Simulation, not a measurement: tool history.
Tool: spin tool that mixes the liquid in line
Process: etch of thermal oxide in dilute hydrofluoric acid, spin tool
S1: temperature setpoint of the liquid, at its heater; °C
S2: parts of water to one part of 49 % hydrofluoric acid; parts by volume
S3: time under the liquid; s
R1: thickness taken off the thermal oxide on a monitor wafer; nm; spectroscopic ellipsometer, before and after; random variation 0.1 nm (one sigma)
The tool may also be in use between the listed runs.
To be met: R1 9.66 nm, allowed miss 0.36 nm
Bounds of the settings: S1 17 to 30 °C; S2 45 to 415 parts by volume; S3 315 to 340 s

{"run": 1, "day": 0.0, "S1": 22, "S2": 230, "S3": 315, "R1": 5.5292}
{"run": 2, "day": 0.167, "S1": 22, "S2": 230, "S3": 340, "R1": 5.8603}
{"run": 3, "day": 0.35, "S1": 20.5, "S2": 230, "S3": 340, "R1": 5.5808}
{"run": 4, "day": 0.5, "S1": 22.5, "S2": 225, "S3": 340, "R1": 6.0732}
{"run": 5, "day": 0.6, "S1": 22.5, "S2": 265, "S3": 340, "R1": 5.0576}
{"run": 6, "day": 0.646, "S1": 22.5, "S2": 265, "S3": 315, "R1": 4.6126}
{"run": 7, "day": 0.771, "S1": 24, "S2": 245, "S3": 315, "R1": 5.4007}
{"run": 8, "day": 1.012, "S1": 25, "S2": 230, "S3": 315, "R1": 6.1028}
{"run": 9, "day": 1.371, "S1": 26, "S2": 220, "S3": 315, "R1": 6.6586}
{"run": 10, "day": 1.612, "S1": 27, "S2": 210, "S3": 315, "R1": 7.3437}
{"run": 11, "day": 1.988, "S1": 27.5, "S2": 205, "S3": 315, "R1": 7.6251}
{"run": 12, "day": 2.25, "S1": 28, "S2": 200, "S3": 315, "R1": 8.1262}

Which of these 5 next moves meets every target?
{"run": "A", "day": 2.512, "S1": 27, "S2": 195, "S3": 340, "R1": "?"}
{"run": "B", "day": 2.512, "S1": 27, "S2": 190, "S3": 335, "R1": "?"}
{"run": "C", "day": 2.512, "S1": 28.5, "S2": 195, "S3": 335, "R1": "?"}
{"run": "D", "day": 2.512, "S1": 28.5, "S2": 180, "S3": 330, "R1": "?"}
{"run": "E", "day": 2.512, "S1": 30, "S2": 210, "S3": 340, "R1": "?"}

move=A R1=8.8264
move=B R1=8.9774
move=C R1=9.1734
move=D R1=9.9683
move=E R1=8.9454
A: nearer than the last run, and not there yet
B: nearer than the last run, and not there yet
C: nearer than the last run, and not there yet
D: meets every target
E: nearer than the last run, and not there yet
Answer: D
